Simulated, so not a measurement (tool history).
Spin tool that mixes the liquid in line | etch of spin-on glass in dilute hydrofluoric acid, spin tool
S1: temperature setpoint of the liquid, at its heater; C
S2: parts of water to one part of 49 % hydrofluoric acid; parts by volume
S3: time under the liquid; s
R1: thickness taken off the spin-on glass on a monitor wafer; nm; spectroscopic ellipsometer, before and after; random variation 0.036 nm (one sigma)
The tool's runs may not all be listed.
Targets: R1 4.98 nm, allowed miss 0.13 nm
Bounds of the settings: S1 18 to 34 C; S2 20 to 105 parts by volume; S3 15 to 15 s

run	hour	S1	S2	S3	R1
1	0	26	55	15	6.4938
2	8.4	25	55	15	6.2894
3	17	25	75	15	4.4514
4	19.3	25.5	75	15	4.5469
5	24.4	22.5	75	15	4.02
6	30.9	23.5	75	15	4.1718
7	32.5	24.5	75	15	4.3969
8	33.4	25	75	15	4.4621

Which of these 4 next moves meets every target?
A	34.3	25.5	80	15	?
B	34.3	22.5	75	15	?
C	34.3	26	70	15	?
D	34.3	25	80	15	?

move	R1
A	4.2311
B	4.0249
C	4.9988
D	4.1477
A: further off than the last run
B: further off than the last run
C: meets every target
D: further off than the last run
Answer: C

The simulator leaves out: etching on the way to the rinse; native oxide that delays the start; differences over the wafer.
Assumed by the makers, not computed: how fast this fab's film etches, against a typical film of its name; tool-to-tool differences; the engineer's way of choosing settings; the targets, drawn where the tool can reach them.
